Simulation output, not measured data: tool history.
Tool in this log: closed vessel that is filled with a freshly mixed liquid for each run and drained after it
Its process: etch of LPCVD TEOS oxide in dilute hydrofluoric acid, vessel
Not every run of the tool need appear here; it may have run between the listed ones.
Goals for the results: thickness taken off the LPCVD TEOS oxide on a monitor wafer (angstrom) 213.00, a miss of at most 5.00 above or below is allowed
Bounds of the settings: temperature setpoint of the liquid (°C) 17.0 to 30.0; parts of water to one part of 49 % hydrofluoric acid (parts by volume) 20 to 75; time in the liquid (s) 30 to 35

run	hour	temperature setpoint of the liquid (°C)	parts of water to one part of 49 % hydrofluoric acid (parts by volume)	time in the liquid (s)	thickness taken off the LPCVD TEOS oxide on a monitor wafer (angstrom)
1	0.0	22.0	45	35	170.64
2	4.8	22.0	35	35	225.20
3	13.4	22.0	45	35	172.86
4	22.1	23.0	45	35	178.86
5	31.3	23.5	45	35	185.77
6	40.6	24.0	45	35	187.52
7	49.0	24.0	45	35	186.56
8	55.1	24.5	45	35	193.52
9	58.6	25.0	45	35	195.83
10	67.3	25.5	45	35	197.98
11	76.1	26.0	45	35	205.62

Consider the 4 candidate settings below. Which is the only one whose results all fall within their allowed miss of target?
A	84.9	25.0	45	35	?
B	84.9	24.0	40	35	?
C	84.9	25.5	40	35	?
D	84.9	26.0	40	30	?

move	thickness taken off the LPCVD TEOS oxide on a monitor wafer (angstrom)
A	197.77
B	214.95
C	228.67
D	200.06
A: lands further from the targets than the last run did
B: every result lands within tolerance
C: the result that was furthest off in the last run now lies on the other side of its target
D: lands further from the targets than the last run did
Answer: B
